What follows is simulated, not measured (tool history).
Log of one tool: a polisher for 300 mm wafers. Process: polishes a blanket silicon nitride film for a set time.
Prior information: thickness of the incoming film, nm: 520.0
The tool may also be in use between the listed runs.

| run | hour | flow of slurry (ml/min) | pressure of the wafer on the pad (psi) | speed of the pad under the wafer (m/s) | polishing time (s) | film removed (nm) |
|---|---|---|---|---|---|---|
| 1 | 0.0 | 305 | 3.2 | 1.12 | 42 | 79.051 |
| 2 | 7.0 | 305 | 3.2 | 0.98 | 42 | 70.340 |
| 3 | 16.0 | 305 | 3.3 | 0.98 | 42 | 72.649 |
| 4 | 22.5 | 305 | 2.7 | 0.98 | 42 | 60.173 |
| 5 | 30.0 | 305 | 2.9 | 0.98 | 42 | 65.183 |
| 6 | 33.7 | 305 | 2.9 | 0.98 | 42 | 64.427 |
| 7 | 35.9 | 305 | 3.1 | 0.98 | 42 | 69.100 |
| 8 | 41.6 | 305 | 3.2 | 0.98 | 42 | 70.785 |
| 9 | 47.3 | 305 | 3.3 | 0.98 | 42 | 72.720 |
| 10 | 54.6 | 305 | 3.4 | 0.98 | 42 | 74.763 |
| 11 | 59.5 | 305 | 3.5 | 0.98 | 42 | 77.124 |
| 12 | 61.6 | 305 | 3.6 | 0.98 | 42 | 78.057 |
| 13 | 70.3 | 305 | 3.7 | 0.98 | 42 | 81.525 |
| 14 | 71.8 | 305 | 3.8 | 0.98 | 42 | 83.234 |
| 15 | 80.3 | 305 | 3.9 | 0.98 | 42 | 85.541 |
| 16 | 83.2 | 305 | 4.0 | 0.98 | 42 | 88.072 |

Run 17 comes next. What will it give?
| 17 | 91.0 | 305 | 4.1 | 0.98 | 42 | ? |

{"run 17": {"film removed (nm)": 89.853}}

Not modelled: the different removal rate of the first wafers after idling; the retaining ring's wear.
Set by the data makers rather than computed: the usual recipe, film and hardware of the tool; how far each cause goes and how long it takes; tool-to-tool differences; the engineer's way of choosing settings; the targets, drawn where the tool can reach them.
